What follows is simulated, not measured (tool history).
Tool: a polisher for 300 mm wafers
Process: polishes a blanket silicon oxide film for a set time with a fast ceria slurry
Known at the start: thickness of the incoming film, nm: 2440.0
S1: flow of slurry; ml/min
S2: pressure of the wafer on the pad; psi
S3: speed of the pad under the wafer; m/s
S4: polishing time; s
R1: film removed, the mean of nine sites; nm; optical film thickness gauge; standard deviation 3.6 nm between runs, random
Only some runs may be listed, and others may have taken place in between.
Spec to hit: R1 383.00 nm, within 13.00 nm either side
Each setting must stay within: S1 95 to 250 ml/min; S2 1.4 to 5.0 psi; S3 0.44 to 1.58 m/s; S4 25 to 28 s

{"run": 1, "hour": 0.0, "S1": 160, "S2": 3.2, "S3": 1.0, "S4": 28, "R1": 567.29}
{"run": 2, "hour": 8.0, "S1": 155, "S2": 3.0, "S3": 1.0, "S4": 28, "R1": 534.48}
{"run": 3, "hour": 14.8, "S1": 155, "S2": 2.8, "S3": 1.0, "S4": 28, "R1": 493.57}
{"run": 4, "hour": 18.9, "S1": 155, "S2": 2.7, "S3": 1.0, "S4": 28, "R1": 474.39}
{"run": 5, "hour": 24.1, "S1": 155, "S2": 2.6, "S3": 1.0, "S4": 28, "R1": 460.04}
{"run": 6, "hour": 25.5, "S1": 155, "S2": 2.6, "S3": 1.2, "S4": 28, "R1": 549.91}
{"run": 7, "hour": 33.1, "S1": 155, "S2": 2.4, "S3": 1.2, "S4": 28, "R1": 505.25}
{"run": 8, "hour": 40.3, "S1": 155, "S2": 2.3, "S3": 1.2, "S4": 28, "R1": 494.58}
{"run": 9, "hour": 46.2, "S1": 140, "S2": 1.4, "S3": 1.18, "S4": 28, "R1": 295.41}
{"run": 10, "hour": 53.0, "S1": 140, "S2": 1.4, "S3": 1.18, "S4": 28, "R1": 296.33}
{"run": 11, "hour": 61.9, "S1": 155, "S2": 1.4, "S3": 1.18, "S4": 28, "R1": 299.63}
{"run": 12, "hour": 66.6, "S1": 165, "S2": 2.3, "S3": 1.2, "S4": 28, "R1": 491.24}
{"run": 13, "hour": 71.3, "S1": 155, "S2": 2.2, "S3": 1.2, "S4": 28, "R1": 471.79}
{"run": 14, "hour": 74.6, "S1": 150, "S2": 2.1, "S3": 1.2, "S4": 28, "R1": 447.29}
{"run": 15, "hour": 79.3, "S1": 150, "S2": 2.0, "S3": 1.2, "S4": 28, "R1": 425.91}
{"run": 16, "hour": 84.0, "S1": 150, "S2": 1.9, "S3": 1.2, "S4": 28, "R1": 410.18}
{"run": 17, "hour": 88.2, "S1": 150, "S2": 1.9, "S3": 1.2, "S4": 28, "R1": 408.6}

Which of these 5 next moves meets every target?
{"run": "A", "hour": 92.4, "S1": 150, "S2": 2.2, "S3": 1.22, "S4": 27, "R1": "?"}
{"run": "B", "hour": 92.4, "S1": 120, "S2": 2.6, "S3": 0.9, "S4": 25, "R1": "?"}
{"run": "C", "hour": 92.4, "S1": 120, "S2": 2.1, "S3": 1.22, "S4": 25, "R1": "?"}
{"run": "D", "hour": 92.4, "S1": 160, "S2": 2.1, "S3": 1.28, "S4": 25, "R1": "?"}
{"run": "E", "hour": 92.4, "S1": 140, "S2": 2.0, "S3": 1.0, "S4": 28, "R1": "?"}

move=A R1=465.88
move=B R1=358.92
move=C R1=392.95
move=D R1=437.60
move=E R1=358.55
A: the biggest miss grows against the last run
B: pushes the last run's worst result past its target
C: meets every target
D: the biggest miss grows against the last run
E: pushes the last run's worst result past its target
So the answer is move C, the one that meets all the targets.
